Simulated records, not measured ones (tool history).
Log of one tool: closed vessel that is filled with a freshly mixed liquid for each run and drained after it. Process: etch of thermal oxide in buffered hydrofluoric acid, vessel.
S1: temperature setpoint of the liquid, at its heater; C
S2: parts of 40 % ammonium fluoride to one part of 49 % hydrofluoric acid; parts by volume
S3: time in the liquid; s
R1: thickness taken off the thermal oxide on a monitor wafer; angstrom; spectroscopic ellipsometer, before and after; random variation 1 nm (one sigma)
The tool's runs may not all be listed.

| run | hour | S1 | S2 | S3 | R1 |
|---|---|---|---|---|---|
| 1 | 0.0 | 22.0 | 10.5 | 105 | 1144.3 |
| 2 | 8.1 | 22.0 | 11.5 | 105 | 1045.5 |
| 3 | 10.2 | 22.0 | 11.5 | 110 | 1089.0 |
| 4 | 11.5 | 22.5 | 11.5 | 110 | 1122.0 |
| 5 | 16.7 | 23.5 | 11.5 | 110 | 1168.5 |
| 6 | 24.9 | 24.0 | 11.5 | 110 | 1227.8 |
| 7 | 29.1 | 24.5 | 11.5 | 110 | 1229.5 |

Run 8 comes next. What will it give?
| 8 | 34.9 | 25.0 | 11.5 | 110 | ? |

{"run 8": {"R1": 1283.5}}

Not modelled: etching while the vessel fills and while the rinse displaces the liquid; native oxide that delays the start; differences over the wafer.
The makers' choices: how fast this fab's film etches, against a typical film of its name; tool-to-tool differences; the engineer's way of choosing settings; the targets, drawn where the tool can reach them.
